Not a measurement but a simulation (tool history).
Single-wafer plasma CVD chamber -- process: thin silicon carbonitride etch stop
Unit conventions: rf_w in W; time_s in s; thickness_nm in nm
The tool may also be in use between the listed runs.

run,hour,rf_w,time_s,thickness_nm
1,0.0,185,8.63,4.3746
2,5.3,190,8.68,4.4494
3,11.6,190,8.20,4.1751
4,17.4,195,8.29,4.2785
5,23.3,195,7.56,3.9067
6,28.6,170,7.56,3.6751
7,36.2,200,8.83,4.6155

Forecast run 8:
8,39.2,200,8.84,?

Run 8 measured thickness_nm 4.6038 nm.

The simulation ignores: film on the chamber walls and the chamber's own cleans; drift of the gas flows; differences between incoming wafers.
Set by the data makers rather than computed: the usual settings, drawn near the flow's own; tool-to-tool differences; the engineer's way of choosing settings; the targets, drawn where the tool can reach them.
